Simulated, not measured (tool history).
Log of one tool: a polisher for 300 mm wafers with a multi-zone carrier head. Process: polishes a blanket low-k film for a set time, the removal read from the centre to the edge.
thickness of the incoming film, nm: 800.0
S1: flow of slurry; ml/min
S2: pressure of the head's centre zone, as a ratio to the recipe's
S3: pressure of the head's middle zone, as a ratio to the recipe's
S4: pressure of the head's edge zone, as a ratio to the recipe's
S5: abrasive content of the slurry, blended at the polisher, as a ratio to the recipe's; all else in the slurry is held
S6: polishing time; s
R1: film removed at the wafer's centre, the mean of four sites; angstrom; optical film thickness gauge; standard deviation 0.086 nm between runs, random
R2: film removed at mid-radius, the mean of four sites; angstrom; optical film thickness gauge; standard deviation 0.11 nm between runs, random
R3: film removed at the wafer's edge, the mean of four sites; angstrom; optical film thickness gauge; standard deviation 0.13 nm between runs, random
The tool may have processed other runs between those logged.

run,day,S1,S2,S3,S4,S5,S6,R1,R2,R3
1,0.000,250,1.00,1.00,1.00,1.00,35,84.881,87.880,83.387
2,0.162,250,1.00,1.00,1.00,0.80,35,79.467,79.470,77.325
3,0.492,255,1.00,1.03,1.02,0.90,36,86.176,88.387,84.513
4,0.621,255,1.00,1.03,1.02,0.90,29,68.273,71.049,67.363
5,0.708,260,0.99,1.05,1.03,1.00,31,76.008,80.875,76.074
6,0.858,260,0.99,1.05,1.03,1.00,23,55.747,60.796,55.201
7,0.925,330,0.89,1.15,1.01,1.25,33,80.549,103.260,88.135
8,1.175,325,0.89,1.15,1.01,1.30,34,84.161,107.960,92.781
9,1.538,325,0.89,1.16,1.00,1.35,35,89.189,113.190,96.023
10,1.908,335,0.89,1.16,1.00,1.35,36,91.301,116.020,100.810
# day 2.175: worn pad replaced by a new one
11,2.175,325,0.88,1.16,0.98,1.35,37,100.220,130.490,109.440
12,2.392,255,0.81,1.06,0.88,1.50,37,93.264,123.990,106.580
13,2.475,325,0.91,1.16,0.98,1.50,41,119.440,151.160,126.890

Run 14 is up next; what results do you expect?
14,2.621,330,0.89,1.17,0.98,1.50,41,?,?,?

R1: 117.890 angstrom
R2: 151.720 angstrom
R3: 125.240 angstrom
